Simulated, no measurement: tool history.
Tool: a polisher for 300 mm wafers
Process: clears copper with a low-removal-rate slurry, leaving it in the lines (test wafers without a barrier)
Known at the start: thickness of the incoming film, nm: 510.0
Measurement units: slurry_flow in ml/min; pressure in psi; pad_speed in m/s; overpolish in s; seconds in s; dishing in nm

Run 1, day 0.000: slurry_flow 225 ml/min, pressure 3.7 psi, pad_speed 1.18 m/s, slurry_solids 1.00, overpolish 11 s. Result: seconds 122.21 s, dishing 27.260 nm.
Run 2, day 0.117: slurry_flow 250 ml/min, pressure 3.7 psi, pad_speed 1.18 m/s, slurry_solids 1.00, overpolish 11 s. Result: seconds 121.50 s, dishing 27.933 nm.
Run 3, day 0.250: slurry_flow 250 ml/min, pressure 3.7 psi, pad_speed 0.98 m/s, slurry_solids 1.00, overpolish 11 s. Result: seconds 136.86 s, dishing 25.123 nm.
Run 4, day 0.396: slurry_flow 250 ml/min, pressure 3.7 psi, pad_speed 0.98 m/s, slurry_solids 1.15, overpolish 11 s. Result: seconds 131.32 s, dishing 25.150 nm.
Run 5, day 0.467: slurry_flow 245 ml/min, pressure 3.5 psi, pad_speed 0.98 m/s, slurry_solids 1.15, overpolish 12 s. Result: seconds 143.80 s, dishing 26.747 nm.
Run 6, day 0.521: slurry_flow 245 ml/min, pressure 3.5 psi, pad_speed 0.98 m/s, slurry_solids 1.15, overpolish 16 s. Result: seconds 141.28 s, dishing 31.977 nm.

What does the tool deliver on the next run?
Run 7, day 0.642: slurry_flow 245 ml/min, pressure 3.3 psi, pad_speed 0.96 m/s, slurry_solids 1.15, overpolish 15 s. Result: seconds ?, dishing ?.

Run 7 came out at seconds 152.08 s, dishing 28.608 nm.
